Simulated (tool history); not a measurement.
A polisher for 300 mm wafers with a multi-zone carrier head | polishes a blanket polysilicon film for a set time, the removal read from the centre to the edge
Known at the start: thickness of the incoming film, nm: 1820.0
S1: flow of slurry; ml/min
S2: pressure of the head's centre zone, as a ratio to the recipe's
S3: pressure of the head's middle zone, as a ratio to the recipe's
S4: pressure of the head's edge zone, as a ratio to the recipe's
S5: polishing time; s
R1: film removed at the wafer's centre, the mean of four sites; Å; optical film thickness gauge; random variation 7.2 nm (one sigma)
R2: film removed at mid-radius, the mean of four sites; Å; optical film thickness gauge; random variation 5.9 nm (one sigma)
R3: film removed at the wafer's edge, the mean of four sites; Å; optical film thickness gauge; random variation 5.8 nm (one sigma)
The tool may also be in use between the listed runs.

{"run": 1, "hour": 0.0, "S1": 205, "S2": 1.0, "S3": 1.0, "S4": 1.0, "S5": 68, "R1": 7071.9, "R2": 7110.7, "R3": 7405.8}
{"run": 2, "hour": 7.4, "S1": 200, "S2": 1.0, "S3": 0.98, "S4": 0.97, "S5": 66, "R1": 6582.7, "R2": 6828.2, "R3": 7101.4}
{"run": 3, "hour": 14.7, "S1": 200, "S2": 1.0, "S3": 0.98, "S4": 0.97, "S5": 75, "R1": 7489.3, "R2": 7751.3, "R3": 8123.1}
{"run": 4, "hour": 21.5, "S1": 200, "S2": 1.0, "S3": 0.98, "S4": 0.97, "S5": 66, "R1": 6601.0, "R2": 6775.9, "R3": 7062.3}
{"hour": 22.9, "done": "edge zone pressure recalibrated"}
{"run": 5, "hour": 22.9, "S1": 200, "S2": 1.0, "S3": 0.98, "S4": 1.0, "S5": 66, "R1": 6715.1, "R2": 6694.7, "R3": 6856.2}
{"run": 6, "hour": 27.1, "S1": 200, "S2": 1.0, "S3": 0.98, "S4": 1.0, "S5": 80, "R1": 8329.1, "R2": 8096.8, "R3": 8321.5}

The next listed run, before its measurement:
{"run": 7, "hour": 35.4, "S1": 185, "S2": 0.98, "S3": 0.97, "S4": 1.04, "S5": 76, "R1": "?", "R2": "?", "R3": "?"}

R1: 7503.8 Å
R2: 7683.2 Å
R3: 7998.1 Å
